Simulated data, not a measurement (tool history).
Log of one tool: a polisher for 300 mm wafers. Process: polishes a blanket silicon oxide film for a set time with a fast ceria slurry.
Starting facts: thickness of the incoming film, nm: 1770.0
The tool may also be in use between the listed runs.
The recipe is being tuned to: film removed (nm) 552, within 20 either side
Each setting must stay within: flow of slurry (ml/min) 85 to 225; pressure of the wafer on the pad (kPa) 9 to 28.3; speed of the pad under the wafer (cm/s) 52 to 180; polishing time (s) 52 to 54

run  hour  flow of slurry (ml/min)  pressure of the wafer on the pad (kPa)  speed of the pad under the wafer (cm/s)  polishing time (s)  film removed (nm)
  1     0                      145                                    18.6                                      116                  52             1015.5
  2   3.3                      115                                    18.6                                      116                  52             969.79
  3   9.5                      115                                    18.6                                       98                  52             816.55
  4  11.6                      115                                    18.6                                       88                  52             733.75
  5  13.2                      110                                    17.2                                       88                  52             676.56
  6  14.2                      110                                    17.2                                       88                  54             691.51
  7  17.1                      105                                    12.4                                       86                  54             512.69
  8  22.2                      110                                    12.4                                       86                  54             515.61
  9  23.2                      115                                    12.4                                       86                  54             522.27
 10  24.1                      120                                    12.4                                       86                  54             514.51

Of the 5 settings listed for the next run, only one would bring every result within its allowed miss of target. Which one?
  A    25                      115                                    13.1                                       74                  53                  ?
  B    25                      110                                    17.9                                       68                  53                  ?
  C    25                      120                                    12.4                                       76                  52                  ?
  D    25                      115                                    13.1                                       80                  52                  ?
  E    25                      100                                    11.7                                       86                  52                  ?

move  film removed (nm)
   A             461.91
   B             558.17
   C             447.22
   D             488.24
   E             461.64
A: its largest miss is bigger than the last run's
B: hits every target within its allowed miss
C: its largest miss is bigger than the last run's
D: its largest miss is bigger than the last run's
E: its largest miss is bigger than the last run's
B meets every target.
